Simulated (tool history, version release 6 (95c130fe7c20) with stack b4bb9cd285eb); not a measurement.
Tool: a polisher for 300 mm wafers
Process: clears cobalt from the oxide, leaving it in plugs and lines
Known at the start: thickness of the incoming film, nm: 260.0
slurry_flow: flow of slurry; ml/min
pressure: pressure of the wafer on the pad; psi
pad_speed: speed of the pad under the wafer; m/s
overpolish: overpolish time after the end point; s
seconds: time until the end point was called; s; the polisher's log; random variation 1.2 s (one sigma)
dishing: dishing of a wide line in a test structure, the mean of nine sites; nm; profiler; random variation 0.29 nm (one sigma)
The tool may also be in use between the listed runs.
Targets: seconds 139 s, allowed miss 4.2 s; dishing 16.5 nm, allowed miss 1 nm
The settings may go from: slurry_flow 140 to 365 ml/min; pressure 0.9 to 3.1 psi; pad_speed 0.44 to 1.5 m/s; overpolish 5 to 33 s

run 1 hour=0 | slurry_flow=235 pressure=2 pad_speed=0.96 overpolish=17 | seconds=53.761 dishing=53.065
run 2 hour=1.3 | slurry_flow=235 pressure=2 pad_speed=0.96 overpolish=22 | seconds=54.329 dishing=62.883
run 3 hour=7.5 | slurry_flow=235 pressure=2 pad_speed=0.72 overpolish=22 | seconds=69.654 dishing=54.028
run 4 hour=10 | slurry_flow=235 pressure=1.7 pad_speed=0.66 overpolish=17 | seconds=86.763 dishing=38.47
run 5 hour=14.1 | slurry_flow=235 pressure=2.2 pad_speed=0.66 overpolish=17 | seconds=68.564 dishing=44.39
run 6 hour=15.5 | slurry_flow=235 pressure=2.2 pad_speed=0.56 overpolish=17 | seconds=79.321 dishing=42.71
run 7 hour=18.9 | slurry_flow=170 pressure=1.6 pad_speed=0.68 overpolish=9 | seconds=92.787 dishing=21.607
run 8 hour=22.8 | slurry_flow=165 pressure=1.4 pad_speed=0.66 overpolish=9 | seconds=109.23 dishing=18.881
run 9 hour=25.1 | slurry_flow=160 pressure=1.3 pad_speed=0.66 overpolish=10 | seconds=116.24 dishing=18.901
run 10 hour=27.5 | slurry_flow=155 pressure=1.2 pad_speed=0.66 overpolish=10 | seconds=124.86 dishing=17.742

Which of these 4 next moves meets every target?
run A hour=29.9 | slurry_flow=150 pressure=1.4 pad_speed=0.5 overpolish=12 | seconds=? dishing=?
run B hour=29.9 | slurry_flow=140 pressure=0.9 pad_speed=0.8 overpolish=10 | seconds=? dishing=?
run C hour=29.9 | slurry_flow=150 pressure=1.3 pad_speed=0.54 overpolish=12 | seconds=? dishing=?
run D hour=29.9 | slurry_flow=140 pressure=0.9 pad_speed=0.74 overpolish=11 | seconds=? dishing=?

move=A seconds=140.44 dishing=19.301
move=B seconds=141.19 dishing=16.315
move=C seconds=141.02 dishing=19.231
move=D seconds=151.22 dishing=16.718
A: brings the result that was furthest off to its target, and leaves another outside
B: meets every target
C: brings the result that was furthest off to its target, and leaves another outside
D: takes the result that was furthest off past its target
Move B is the one to make.
